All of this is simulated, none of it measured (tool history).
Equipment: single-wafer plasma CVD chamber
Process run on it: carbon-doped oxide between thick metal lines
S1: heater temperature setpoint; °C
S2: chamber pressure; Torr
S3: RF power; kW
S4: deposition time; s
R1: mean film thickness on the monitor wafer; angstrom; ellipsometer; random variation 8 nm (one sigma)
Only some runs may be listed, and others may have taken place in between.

run,hour,S1,S2,S3,S4,R1
1,0,355,4.9,0.555,273,13906
2,7.9,355,4.9,0.48,273,12550
3,11.7,355,4.9,0.41,273,10949
4,14.3,355,4.9,0.46,273,12240
5,16.2,355,4.9,0.46,273,12204
6,24.7,365,4.9,0.46,273,11992
7,32.9,365,5.14,0.495,274,12737
8,34.4,365,5.35,0.525,274,13480
9,38.1,354,6.33,0.555,274,14545

Run 10 is up next; what results do you expect?
10,46.7,354,6.4,0.565,274,?

R1: 14777 angstrom
